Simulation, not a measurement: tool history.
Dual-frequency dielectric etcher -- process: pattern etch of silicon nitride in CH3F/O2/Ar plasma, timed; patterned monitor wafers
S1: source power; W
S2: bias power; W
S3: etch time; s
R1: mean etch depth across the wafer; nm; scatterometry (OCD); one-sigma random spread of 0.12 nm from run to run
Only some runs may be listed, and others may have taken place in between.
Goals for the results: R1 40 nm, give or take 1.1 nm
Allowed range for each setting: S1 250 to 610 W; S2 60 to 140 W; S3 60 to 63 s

run  hour   S1   S2  S3      R1
  1     0  430  100  60  49.322
  2   6.6  390   94  60  46.693
  3   8.1  390   80  60  44.029
  4  13.4  370   78  60  42.859
  5  20.3  370   78  63  45.166
  6  24.7  350   76  63  43.677
  7  26.8  330   75  63   42.43
  8  35.4  320   74  63  41.803
  9  41.6  310   74  63  41.275

Pick the move, out of 4, that brings all results within their allowed miss; only one does.
  A  47.8  390  70  61.5   ?
  B  47.8  350  76  62.5   ?
  C  47.8  310  73    61   ?
  D  47.8  410  67  60.5   ?

move      R1
   A  43.237
   B  43.241
   C  39.737
   D  42.788
A: its largest miss is bigger than the last run's
B: its largest miss is bigger than the last run's
C: every result lands within tolerance
D: its largest miss is bigger than the last run's
Move C is the one to make.

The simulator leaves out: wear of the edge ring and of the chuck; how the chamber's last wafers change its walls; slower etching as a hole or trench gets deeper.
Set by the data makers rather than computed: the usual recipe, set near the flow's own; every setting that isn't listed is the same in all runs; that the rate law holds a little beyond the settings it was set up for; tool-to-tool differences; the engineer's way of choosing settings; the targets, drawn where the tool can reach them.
